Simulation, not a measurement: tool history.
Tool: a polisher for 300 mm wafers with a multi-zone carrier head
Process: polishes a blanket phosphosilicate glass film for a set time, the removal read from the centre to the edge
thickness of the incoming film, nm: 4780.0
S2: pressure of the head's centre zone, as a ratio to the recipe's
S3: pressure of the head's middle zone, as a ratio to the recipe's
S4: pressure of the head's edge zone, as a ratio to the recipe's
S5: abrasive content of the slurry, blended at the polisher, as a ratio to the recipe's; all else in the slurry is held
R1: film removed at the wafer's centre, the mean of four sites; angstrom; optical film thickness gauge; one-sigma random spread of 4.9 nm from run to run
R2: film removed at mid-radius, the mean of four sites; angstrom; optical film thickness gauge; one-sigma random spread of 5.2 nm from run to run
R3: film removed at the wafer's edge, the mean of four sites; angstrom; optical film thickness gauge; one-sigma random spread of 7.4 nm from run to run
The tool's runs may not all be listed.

run 1 hour=0 | flow_of_slurry_(ml/min)=160 S2=1 S3=1 S4=1 S5=1 polishing_time_(s)=67 | R1=7987.8 R2=8856.7 R3=8835.1
run 2 hour=8.1 | flow_of_slurry_(ml/min)=160 S2=0.99 S3=1 S4=0.97 S5=0.9 polishing_time_(s)=66 | R1=7566.3 R2=8357.8 R3=8325.7
run 3 hour=12.8 | flow_of_slurry_(ml/min)=160 S2=0.98 S3=1.02 S4=0.95 S5=0.8 polishing_time_(s)=64 | R1=6848 R2=7867 R3=7334.6
run 4 hour=14.5 | flow_of_slurry_(ml/min)=155 S2=0.97 S3=1.01 S4=0.93 S5=0.75 polishing_time_(s)=64 | R1=6579.8 R2=7492.3 R3=7026.3
run 5 hour=22.2 | flow_of_slurry_(ml/min)=150 S2=0.96 S3=1.01 S4=0.91 S5=0.7 polishing_time_(s)=64 | R1=6305 R2=7259.9 R3=6824.3
run 6 hour=29.7 | flow_of_slurry_(ml/min)=150 S2=0.96 S3=1.01 S4=0.91 S5=0.9 polishing_time_(s)=64 | R1=6974.8 R2=7959.9 R3=7736.9
run 7 hour=34.9 | flow_of_slurry_(ml/min)=150 S2=0.95 S3=1.01 S4=0.9 S5=0.8 polishing_time_(s)=64 | R1=6599 R2=7593.4 R3=7229.2
run 8 hour=40.8 | flow_of_slurry_(ml/min)=150 S2=0.95 S3=1.01 S4=0.89 S5=0.75 polishing_time_(s)=64 | R1=6363.5 R2=7319.8 R3=7196.9
run 9 hour=43.1 | flow_of_slurry_(ml/min)=145 S2=0.96 S3=1.02 S4=0.89 S5=0.7 polishing_time_(s)=64 | R1=6303.8 R2=7246.9 R3=6698.1
run 10 hour=44.3 | flow_of_slurry_(ml/min)=100 S2=0.91 S3=0.99 S4=0.83 S5=0.55 polishing_time_(s)=64 | R1=4719.6 R2=5708.8 R3=5427.5
run 11 hour=48.3 | flow_of_slurry_(ml/min)=110 S2=0.92 S3=1 S4=0.83 S5=0.55 polishing_time_(s)=64 | R1=4959.1 R2=5838.6 R3=5570.7
run 12 hour=51.6 | flow_of_slurry_(ml/min)=120 S2=0.92 S3=1.01 S4=0.83 S5=0.55 polishing_time_(s)=64 | R1=5077.7 R2=6109.6 R3=5725.1
run 13 hour=56.6 | flow_of_slurry_(ml/min)=125 S2=0.93 S3=1.02 S4=0.83 S5=0.55 polishing_time_(s)=64 | R1=5138.7 R2=6198.9 R3=5846.4
-- hour=65 centre zone pressure recalibrated
run 14 hour=65 | flow_of_slurry_(ml/min)=155 S2=1.03 S3=1.1 S4=0.81 S5=0.5 polishing_time_(s)=62 | R1=6162.8 R2=6399.4 R3=5342.9
run 15 hour=70.5 | flow_of_slurry_(ml/min)=155 S2=1.03 S3=1.1 S4=0.81 S5=0.5 polishing_time_(s)=62 | R1=6218 R2=6433.9 R3=5356.5
run 16 hour=79.3 | flow_of_slurry_(ml/min)=150 S2=1.02 S3=1.09 S4=0.83 S5=0.5 polishing_time_(s)=62 | R1=6052.3 R2=6359.2 R3=5573.8

What does the tool deliver on the next run?
run 17 hour=82.7 | flow_of_slurry_(ml/min)=150 S2=1.01 S3=1.1 S4=0.84 S5=0.5 polishing_time_(s)=62 | R1=? R2=? R3=?

Run 17 measured R1 6115.3 angstrom, R2 6449.9 angstrom, R3 5462.8 angstrom.

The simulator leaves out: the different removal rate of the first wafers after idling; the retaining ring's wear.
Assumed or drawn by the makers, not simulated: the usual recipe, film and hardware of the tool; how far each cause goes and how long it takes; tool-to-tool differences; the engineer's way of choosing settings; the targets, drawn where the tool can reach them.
